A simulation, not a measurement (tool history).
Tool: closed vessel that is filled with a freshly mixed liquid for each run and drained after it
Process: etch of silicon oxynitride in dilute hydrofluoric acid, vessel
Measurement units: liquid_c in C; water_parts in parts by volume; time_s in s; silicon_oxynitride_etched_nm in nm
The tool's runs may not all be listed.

run 1 hour=0.0 | liquid_c=23.0 water_parts=205 time_s=2925 | silicon_oxynitride_etched_nm=18.021
run 2 hour=9.2 | liquid_c=23.0 water_parts=170 time_s=2925 | silicon_oxynitride_etched_nm=22.619
run 3 hour=16.4 | liquid_c=21.5 water_parts=190 time_s=2925 | silicon_oxynitride_etched_nm=18.360
run 4 hour=18.7 | liquid_c=20.5 water_parts=205 time_s=2925 | silicon_oxynitride_etched_nm=16.169
run 5 hour=26.6 | liquid_c=20.5 water_parts=205 time_s=3130 | silicon_oxynitride_etched_nm=17.305
run 6 hour=36.0 | liquid_c=20.5 water_parts=255 time_s=3130 | silicon_oxynitride_etched_nm=13.483
run 7 hour=38.2 | liquid_c=19.5 water_parts=260 time_s=3130 | silicon_oxynitride_etched_nm=12.650
run 8 hour=43.3 | liquid_c=19.0 water_parts=265 time_s=3130 | silicon_oxynitride_etched_nm=11.958
run 9 hour=51.7 | liquid_c=18.5 water_parts=265 time_s=3130 | silicon_oxynitride_etched_nm=11.767

Forecast run 10:
run 10 hour=57.8 | liquid_c=18.0 water_parts=265 time_s=3130 | silicon_oxynitride_etched_nm=?

Run 10 yielded silicon_oxynitride_etched_nm 11.596 nm.
